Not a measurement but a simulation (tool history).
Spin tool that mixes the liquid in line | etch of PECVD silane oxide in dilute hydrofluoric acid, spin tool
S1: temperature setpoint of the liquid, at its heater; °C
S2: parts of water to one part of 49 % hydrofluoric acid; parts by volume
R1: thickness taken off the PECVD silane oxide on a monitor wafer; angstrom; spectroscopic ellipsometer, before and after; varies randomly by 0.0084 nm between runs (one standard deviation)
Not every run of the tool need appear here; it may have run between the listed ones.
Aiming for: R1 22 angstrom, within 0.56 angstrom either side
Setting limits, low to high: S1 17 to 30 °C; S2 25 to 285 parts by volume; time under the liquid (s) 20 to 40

{"run": 1, "hour": 0.0, "S1": 22, "S2": 155, "time under the liquid (s)": 40, "R1": 30.911}
{"run": 2, "hour": 6.1, "S1": 22, "S2": 155, "time under the liquid (s)": 40, "R1": 31.029}
{"run": 3, "hour": 13.8, "S1": 21, "S2": 160, "time under the liquid (s)": 40, "R1": 28.889}
{"run": 4, "hour": 14.4, "S1": 20, "S2": 165, "time under the liquid (s)": 40, "R1": 26.763}
{"run": 5, "hour": 22.2, "S1": 19.5, "S2": 170, "time under the liquid (s)": 40, "R1": 25.339}
{"run": 6, "hour": 27.7, "S1": 19, "S2": 170, "time under the liquid (s)": 40, "R1": 24.729}
{"run": 7, "hour": 32.4, "S1": 18.5, "S2": 170, "time under the liquid (s)": 40, "R1": 24.152}
{"run": 8, "hour": 35.7, "S1": 18, "S2": 170, "time under the liquid (s)": 40, "R1": 23.928}

Which of these 4 next moves meets every target?
{"run": "A", "hour": 39.0, "S1": 18.5, "S2": 195, "time under the liquid (s)": 40, "R1": "?"}
{"run": "B", "hour": 39.0, "S1": 18, "S2": 160, "time under the liquid (s)": 40, "R1": "?"}
{"run": "C", "hour": 39.0, "S1": 17, "S2": 175, "time under the liquid (s)": 40, "R1": "?"}
{"run": "D", "hour": 39.0, "S1": 19.5, "S2": 110, "time under the liquid (s)": 20, "R1": "?"}

move=A R1=20.743
move=B R1=25.635
move=C R1=22.188
move=D R1=20.865
A: takes the biggest miss from the last run beyond its target
B: further off than the last run
C: every result within its allowed miss
D: takes the biggest miss from the last run beyond its target
Correct choice: C, which meets every target

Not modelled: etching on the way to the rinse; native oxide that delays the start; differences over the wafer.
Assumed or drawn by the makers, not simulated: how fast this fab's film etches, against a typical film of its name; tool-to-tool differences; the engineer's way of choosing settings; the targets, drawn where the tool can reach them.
